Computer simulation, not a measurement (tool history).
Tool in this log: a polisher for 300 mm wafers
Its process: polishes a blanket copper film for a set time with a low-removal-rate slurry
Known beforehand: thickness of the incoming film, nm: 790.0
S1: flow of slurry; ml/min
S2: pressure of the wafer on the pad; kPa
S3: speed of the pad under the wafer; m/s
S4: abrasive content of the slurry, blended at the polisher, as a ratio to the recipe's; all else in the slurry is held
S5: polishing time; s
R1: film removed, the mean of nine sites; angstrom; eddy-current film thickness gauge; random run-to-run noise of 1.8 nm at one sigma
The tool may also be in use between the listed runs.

run    day   S1    S2    S3    S4  S5      R1
  1  0.000  310  14.5  1.14  1.00  39  1119.4
  2  0.300  370  14.5  1.14  1.00  39  1119.4
  3  0.396  370  17.9  1.14  1.00  39  1268.5
  4  0.642  370  17.9  0.90  1.00  39  1100.9
  5  0.779  370  18.6  0.92  1.00  39  1166.0
  6  0.975  370  18.6  0.92  0.85  39  1086.5
  7  1.338  370  19.3  0.94  0.85  39  1129.5
  8  1.712  370  20.0  0.96  0.85  39  1196.3

Run 9 is up next; what results do you expect?
  9  1.962  370  20.7  0.98  0.85  39   ?

R1: 1248.8 angstrom

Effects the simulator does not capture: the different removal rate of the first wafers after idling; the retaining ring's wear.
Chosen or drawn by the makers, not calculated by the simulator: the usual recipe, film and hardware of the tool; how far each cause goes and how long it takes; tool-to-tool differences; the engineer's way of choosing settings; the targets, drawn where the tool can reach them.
